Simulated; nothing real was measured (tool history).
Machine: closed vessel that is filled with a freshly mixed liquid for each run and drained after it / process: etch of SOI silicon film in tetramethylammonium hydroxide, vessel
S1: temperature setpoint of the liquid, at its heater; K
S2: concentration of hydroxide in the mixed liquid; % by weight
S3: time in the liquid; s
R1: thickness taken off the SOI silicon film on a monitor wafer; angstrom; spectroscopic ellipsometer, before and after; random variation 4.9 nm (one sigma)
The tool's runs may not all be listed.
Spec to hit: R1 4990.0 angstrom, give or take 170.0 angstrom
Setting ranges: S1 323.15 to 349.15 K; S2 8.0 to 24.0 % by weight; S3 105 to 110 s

run	hour	S1	S2	S3	R1
1	0.0	336.15	16.0	105	3575.4
2	7.5	336.65	16.0	105	3714.8
3	15.2	336.65	16.0	110	3832.7
4	18.4	337.15	16.0	110	4046.6
5	21.4	337.15	14.0	110	4346.2
# hour 24.7: thermometer replaced
6	24.7	337.15	14.0	105	4436.6
7	30.9	338.15	14.0	105	4691.9
8	35.0	338.65	14.0	105	4815.9

Next run, 5 choices. One meets every target within its allowed miss, the rest don't. Which?
A	39.1	338.15	14.5	105	?
B	39.1	337.15	13.5	105	?
C	39.1	337.65	13.0	105	?
D	39.1	339.65	16.5	110	?
E	39.1	338.65	15.5	105	?

move	R1
A	4600.0
B	4489.4
C	4710.3
D	5013.3
E	4604.3
A: further off than the last run
B: further off than the last run
C: further off than the last run
D: meets every target
E: further off than the last run
Go with D: it meets all targets.
